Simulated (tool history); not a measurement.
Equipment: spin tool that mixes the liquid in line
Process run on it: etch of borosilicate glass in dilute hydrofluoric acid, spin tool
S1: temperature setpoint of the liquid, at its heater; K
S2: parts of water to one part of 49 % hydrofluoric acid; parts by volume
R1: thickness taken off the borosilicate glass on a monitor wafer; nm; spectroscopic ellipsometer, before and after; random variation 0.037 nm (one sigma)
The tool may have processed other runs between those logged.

run 1 hour=0 | S1=296.15 S2=270 time_under_the_liquid_(s)=55 | R1=4.3422
run 2 hour=7.4 | S1=293.65 S2=270 time_under_the_liquid_(s)=55 | R1=3.9747
run 3 hour=10.3 | S1=293.65 S2=190 time_under_the_liquid_(s)=55 | R1=6.1665
run 4 hour=16.4 | S1=297.15 S2=190 time_under_the_liquid_(s)=55 | R1=6.9393
run 5 hour=17.1 | S1=297.15 S2=190 time_under_the_liquid_(s)=35 | R1=4.4636
run 6 hour=21.8 | S1=297.15 S2=160 time_under_the_liquid_(s)=35 | R1=5.4555
run 7 hour=26.2 | S1=297.15 S2=140 time_under_the_liquid_(s)=35 | R1=6.3889
run 8 hour=28.7 | S1=297.15 S2=135 time_under_the_liquid_(s)=35 | R1=6.5957
run 9 hour=32.7 | S1=297.15 S2=130 time_under_the_liquid_(s)=35 | R1=7.0096

Expected results for the next run?
run 10 hour=34.3 | S1=297.15 S2=130 time_under_the_liquid_(s)=35 | R1=?

{"run 10": {"R1": 6.8812}}
